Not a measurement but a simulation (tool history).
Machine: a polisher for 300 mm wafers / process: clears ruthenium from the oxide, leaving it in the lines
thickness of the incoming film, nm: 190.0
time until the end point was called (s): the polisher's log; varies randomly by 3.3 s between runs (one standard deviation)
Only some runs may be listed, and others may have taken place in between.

run  hour  flow of slurry (ml/min)  pressure of the wafer on the pad (kPa)  speed of the pad under the wafer (cm/s)  overpolish time after the end point (s)  time until the end point was called (s)
  1   0.0                      235                                    12.4                                      118                                       15                                   164.24
  2   5.9                      290                                    12.4                                      118                                       15                                   159.51
  3  10.9                      290                                    11.7                                      118                                       15                                   170.60
  4  18.5                      290                                    11.7                                      118                                       16                                   165.65
  5  27.2                      290                                    11.7                                      118                                       15                                   168.49
  6  30.2                      290                                    11.7                                       94                                       15                                   207.63
  7  32.5                      290                                    10.3                                       94                                       15                                   223.44

Run 8 has not been measured yet. What should we expect?
  8  40.4                      290                                     9.7                                       94                                       15                                        ?

Run 8 measured time until the end point was called (s) 232.76.
